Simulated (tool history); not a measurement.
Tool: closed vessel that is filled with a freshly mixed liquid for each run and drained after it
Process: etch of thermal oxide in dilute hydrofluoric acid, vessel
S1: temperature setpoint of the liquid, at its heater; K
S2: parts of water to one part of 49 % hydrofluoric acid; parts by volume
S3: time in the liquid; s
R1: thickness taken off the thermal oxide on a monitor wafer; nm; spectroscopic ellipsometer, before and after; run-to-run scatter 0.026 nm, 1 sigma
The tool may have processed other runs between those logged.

run 1 day=0.000 | S1=295.15 S2=180 S3=315 | R1=7.1770
run 2 day=0.154 | S1=294.15 S2=185 S3=315 | R1=6.6960
run 3 day=0.200 | S1=293.15 S2=190 S3=315 | R1=6.2893
run 4 day=0.492 | S1=292.65 S2=195 S3=315 | R1=5.9218
run 5 day=0.617 | S1=295.15 S2=195 S3=315 | R1=6.5680
run 6 day=0.775 | S1=293.15 S2=195 S3=315 | R1=5.9695
run 7 day=1.162 | S1=292.65 S2=195 S3=315 | R1=5.9062
run 8 day=1.446 | S1=292.15 S2=195 S3=315 | R1=5.7924
run 9 day=1.775 | S1=292.15 S2=195 S3=315 | R1=5.8385

Run 10 has not been measured yet. What should we expect?
run 10 day=1.954 | S1=291.65 S2=195 S3=315 | R1=?

R1: 5.6522 nm

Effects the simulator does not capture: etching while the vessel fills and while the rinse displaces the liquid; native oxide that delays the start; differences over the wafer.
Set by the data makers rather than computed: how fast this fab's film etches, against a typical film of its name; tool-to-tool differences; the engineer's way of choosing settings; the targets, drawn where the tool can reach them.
